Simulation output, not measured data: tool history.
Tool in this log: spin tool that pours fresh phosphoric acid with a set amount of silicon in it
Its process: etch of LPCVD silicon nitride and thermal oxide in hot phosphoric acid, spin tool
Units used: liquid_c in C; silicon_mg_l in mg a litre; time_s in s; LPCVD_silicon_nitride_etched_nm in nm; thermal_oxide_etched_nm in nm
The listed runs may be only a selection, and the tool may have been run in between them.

| run | day | liquid_c | silicon_mg_l | time_s | LPCVD_silicon_nitride_etched_nm | thermal_oxide_etched_nm |
|---|---|---|---|---|---|---|
| 1 | 0 | 162 | 24 | 180 | 15.647 | 0.25914 |
| 2 | 0.262 | 163 | 30.5 | 185 | 16.696 | 0.22935 |
| 3 | 0.392 | 163 | 41.5 | 185 | 16.631 | 0.14782 |
| 4 | 0.5 | 163.5 | 43.5 | 185 | 17.056 | 0.10273 |
| 5 | 0.567 | 164 | 42 | 185 | 17.339 | 0.13738 |
| 6 | 0.667 | 164 | 42 | 225 | 20.894 | 0.13565 |
| 7 | 0.729 | 163.5 | 42.5 | 225 | 20.618 | 0.14001 |
| 8 | 0.812 | 163 | 43 | 225 | 20.348 | 0.12328 |
| 9 | 1.162 | 162.5 | 42.5 | 225 | 20.051 | 0.13532 |
| 10 | 1.438 | 162.5 | 43 | 225 | 20.108 | 0.12547 |
|  | 1.667 | heated supply line repaired |
| 11 | 1.667 | 162 | 43 | 225 | 20.889 | 0.1367 |
| 12 | 1.962 | 162 | 43.5 | 220 | 20.375 | 0.13514 |
| 13 | 2.05 | 162 | 44 | 215 | 20.07 | 0.15815 |
| 14 | 2.417 | 162.5 | 44 | 215 | 20.217 | 0.11342 |

What does the tool deliver on the next run?
| 15 | 2.542 | 162.5 | 43.5 | 215 | ? | ? |

LPCVD_silicon_nitride_etched_nm: 20.199 nm
thermal_oxide_etched_nm: 0.11777 nm

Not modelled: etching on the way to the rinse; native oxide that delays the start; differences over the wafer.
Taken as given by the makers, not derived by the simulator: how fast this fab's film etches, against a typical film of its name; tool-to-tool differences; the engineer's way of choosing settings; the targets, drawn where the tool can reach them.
